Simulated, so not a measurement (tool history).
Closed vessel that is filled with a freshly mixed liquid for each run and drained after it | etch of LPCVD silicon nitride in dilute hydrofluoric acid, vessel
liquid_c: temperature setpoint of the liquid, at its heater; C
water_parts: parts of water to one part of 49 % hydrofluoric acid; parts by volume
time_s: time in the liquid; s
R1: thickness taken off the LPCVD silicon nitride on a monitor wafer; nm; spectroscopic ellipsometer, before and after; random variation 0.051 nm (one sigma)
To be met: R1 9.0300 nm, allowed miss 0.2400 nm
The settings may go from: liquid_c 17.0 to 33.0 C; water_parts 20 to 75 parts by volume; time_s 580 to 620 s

Run 1, hour 0.0: liquid_c 25.0 C, water_parts 45 parts by volume, time_s 580 s. Result: R1 8.4302 nm.
Run 2, hour 5.6: liquid_c 27.0 C, water_parts 45 parts by volume, time_s 580 s. Result: R1 9.7670 nm.
Run 3, hour 12.6: liquid_c 30.0 C, water_parts 45 parts by volume, time_s 580 s. Result: R1 11.8250 nm.
Run 4, hour 14.9: liquid_c 29.0 C, water_parts 45 parts by volume, time_s 580 s. Result: R1 11.2300 nm.
Run 5, hour 19.4: liquid_c 28.0 C, water_parts 45 parts by volume, time_s 580 s. Result: R1 10.4300 nm.
Run 6, hour 23.8: liquid_c 27.5 C, water_parts 45 parts by volume, time_s 580 s. Result: R1 10.0180 nm.
Run 7, hour 25.2: liquid_c 27.0 C, water_parts 45 parts by volume, time_s 580 s. Result: R1 9.8354 nm.
Run 8, hour 28.8: liquid_c 26.5 C, water_parts 45 parts by volume, time_s 580 s. Result: R1 9.4603 nm.

Which of these 4 next moves meets every target?
Run A, hour 32.4: liquid_c 26.0 C, water_parts 50 parts by volume, time_s 600 s. Result: R1 ?.
Run B, hour 32.4: liquid_c 25.5 C, water_parts 45 parts by volume, time_s 590 s. Result: R1 ?.
Run C, hour 32.4: liquid_c 24.0 C, water_parts 45 parts by volume, time_s 620 s. Result: R1 ?.
Run D, hour 32.4: liquid_c 28.0 C, water_parts 55 parts by volume, time_s 580 s. Result: R1 ?.

move      R1
   A  8.4973
   B  8.9575
   C  8.5080
   D  8.5352
A: takes the result that was furthest off past its target
B: meets every target
C: takes the result that was furthest off past its target
D: takes the result that was furthest off past its target
Answer: B
